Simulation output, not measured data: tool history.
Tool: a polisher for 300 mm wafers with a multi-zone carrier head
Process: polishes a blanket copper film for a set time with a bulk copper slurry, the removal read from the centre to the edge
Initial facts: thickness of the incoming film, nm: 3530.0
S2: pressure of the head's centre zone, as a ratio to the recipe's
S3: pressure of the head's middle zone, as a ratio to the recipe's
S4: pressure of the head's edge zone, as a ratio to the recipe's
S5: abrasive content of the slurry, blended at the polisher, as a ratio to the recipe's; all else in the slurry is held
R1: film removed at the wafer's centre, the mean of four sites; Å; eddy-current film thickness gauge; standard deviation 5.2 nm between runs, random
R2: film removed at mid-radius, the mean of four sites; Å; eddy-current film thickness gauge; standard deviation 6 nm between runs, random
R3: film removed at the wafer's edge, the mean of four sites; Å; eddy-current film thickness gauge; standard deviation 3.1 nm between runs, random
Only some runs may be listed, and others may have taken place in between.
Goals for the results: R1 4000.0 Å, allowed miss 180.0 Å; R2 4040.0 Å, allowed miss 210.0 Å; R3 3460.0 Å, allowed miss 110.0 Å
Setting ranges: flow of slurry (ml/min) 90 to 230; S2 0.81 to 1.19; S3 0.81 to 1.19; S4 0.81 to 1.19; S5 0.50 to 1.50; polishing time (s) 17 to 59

Run 1, hour 0.0: flow of slurry (ml/min) 150, S2 1.00, S3 1.00, S4 1.00, S5 1.00, polishing time (s) 38. Result: R1 3895.8 Å, R2 3900.4 Å, R3 3929.1 Å.
Run 2, hour 8.0: flow of slurry (ml/min) 150, S2 1.00, S3 0.95, S4 1.00, S5 1.00, polishing time (s) 38. Result: R1 3947.1 Å, R2 3721.0 Å, R3 3921.3 Å.
Run 3, hour 16.8: flow of slurry (ml/min) 150, S2 1.01, S3 0.96, S4 0.98, S5 1.00, polishing time (s) 38. Result: R1 3966.7 Å, R2 3693.9 Å, R3 3897.1 Å.
Run 4, hour 20.2: flow of slurry (ml/min) 150, S2 1.02, S3 0.98, S4 0.96, S5 1.00, polishing time (s) 38. Result: R1 4018.1 Å, R2 3829.8 Å, R3 3846.5 Å.
Run 5, hour 27.3: flow of slurry (ml/min) 150, S2 1.02, S3 0.99, S4 0.95, S5 1.00, polishing time (s) 38. Result: R1 4022.6 Å, R2 3822.7 Å, R3 3830.5 Å.
Run 6, hour 34.0: flow of slurry (ml/min) 150, S2 0.95, S3 0.99, S4 0.95, S5 1.00, polishing time (s) 38. Result: R1 3734.9 Å, R2 3892.1 Å, R3 3846.7 Å.
Run 7, hour 37.5: flow of slurry (ml/min) 150, S2 0.96, S3 1.00, S4 0.94, S5 1.00, polishing time (s) 38. Result: R1 3747.5 Å, R2 3948.9 Å, R3 3791.8 Å.
Run 8, hour 43.4: flow of slurry (ml/min) 150, S2 0.97, S3 1.01, S4 0.93, S5 1.00, polishing time (s) 38. Result: R1 3806.3 Å, R2 4004.1 Å, R3 3807.5 Å.
Run 9, hour 45.4: flow of slurry (ml/min) 150, S2 0.98, S3 1.01, S4 0.92, S5 1.00, polishing time (s) 38. Result: R1 3894.9 Å, R2 3895.6 Å, R3 3746.6 Å.
Run 10, hour 50.8: flow of slurry (ml/min) 150, S2 0.98, S3 1.02, S4 0.91, S5 1.00, polishing time (s) 38. Result: R1 3935.7 Å, R2 3959.7 Å, R3 3706.5 Å.
Run 11, hour 58.1: flow of slurry (ml/min) 150, S2 0.98, S3 1.03, S4 0.90, S5 1.00, polishing time (s) 38. Result: R1 3948.0 Å, R2 3906.3 Å, R3 3726.2 Å.
Run 12, hour 61.8: flow of slurry (ml/min) 150, S2 0.98, S3 1.04, S4 0.89, S5 1.00, polishing time (s) 38. Result: R1 3785.9 Å, R2 4087.0 Å, R3 3696.2 Å.
Run 13, hour 64.5: flow of slurry (ml/min) 150, S2 0.99, S3 1.04, S4 0.88, S5 1.00, polishing time (s) 38. Result: R1 3919.2 Å, R2 4170.6 Å, R3 3717.4 Å.
Run 14, hour 69.3: flow of slurry (ml/min) 150, S2 1.00, S3 1.04, S4 0.87, S5 1.00, polishing time (s) 38. Result: R1 4001.8 Å, R2 4020.8 Å, R3 3740.8 Å.

Below are 5 possible settings for the next run. Only one of them brings all results inside the allowed miss of their targets. Which is it?
Run A, hour 74.1: flow of slurry (ml/min) 145, S2 1.07, S3 1.00, S4 0.83, S5 1.00, polishing time (s) 40. Result: R1 ?, R2 ?, R3 ?.
Run B, hour 74.1: flow of slurry (ml/min) 190, S2 1.01, S3 1.19, S4 0.81, S5 0.85, polishing time (s) 38. Result: R1 ?, R2 ?, R3 ?.
Run C, hour 74.1: flow of slurry (ml/min) 175, S2 1.06, S3 1.01, S4 0.87, S5 0.90, polishing time (s) 40. Result: R1 ?, R2 ?, R3 ?.
Run D, hour 74.1: flow of slurry (ml/min) 110, S2 1.06, S3 1.12, S4 0.81, S5 1.25, polishing time (s) 36. Result: R1 ?, R2 ?, R3 ?.
Run E, hour 74.1: flow of slurry (ml/min) 115, S2 1.04, S3 0.95, S4 0.91, S5 1.05, polishing time (s) 38. Result: R1 ?, R2 ?, R3 ?.

move      R1      R2      R3
   A  4413.8  4125.3  3843.3
   B  3977.4  4536.7  3570.6
   C  4385.5  4159.1  3885.6
   D  3979.5  4148.4  3505.6
   E  3996.0  3691.1  3745.9
A: further off than the last run
B: moves toward the targets from the last run without getting all of them in spec
C: further off than the last run
D: every result lands within tolerance
E: about as far from the targets as the last run
D meets every target.

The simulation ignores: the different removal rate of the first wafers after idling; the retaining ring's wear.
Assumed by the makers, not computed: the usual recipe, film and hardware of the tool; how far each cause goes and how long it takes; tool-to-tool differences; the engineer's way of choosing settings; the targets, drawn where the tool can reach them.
